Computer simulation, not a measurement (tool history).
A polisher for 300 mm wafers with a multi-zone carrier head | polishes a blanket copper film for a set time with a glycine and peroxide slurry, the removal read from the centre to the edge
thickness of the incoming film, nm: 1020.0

run	hour	flow of slurry (ml/min)	pressure of the head's centre zone	pressure of the head's middle zone	pressure of the head's edge zone	polishing time (s)	film removed at the wafer's centre (Å)	film removed at mid-radius (Å)	film removed at the wafer's edge (Å)
1	0	245	1	1	1	88	3037.3	3022.1	3006.3
2	6.5	245	1	0.92	1	88	3043.9	2777.8	3018.7
3	15.1	210	1	0.92	1	88	2916.7	2734.1	2970
4	20.4	210	1	0.99	1	88	2951.9	2885.7	2956.9
5	22.7	210	0.94	0.99	1	88	2865.1	2939.1	2962.3
6	23.6	225	0.96	1	1.04	94	3094.2	3160.6	3226.9

The next listed run, before its measurement:
7	30.4	235	0.98	1.01	1.07	99	?	?	?

Run 7 gave film removed at the wafer's centre (Å) 3358.8, film removed at mid-radius (Å) 3389.9, film removed at the wafer's edge (Å) 3478.1.
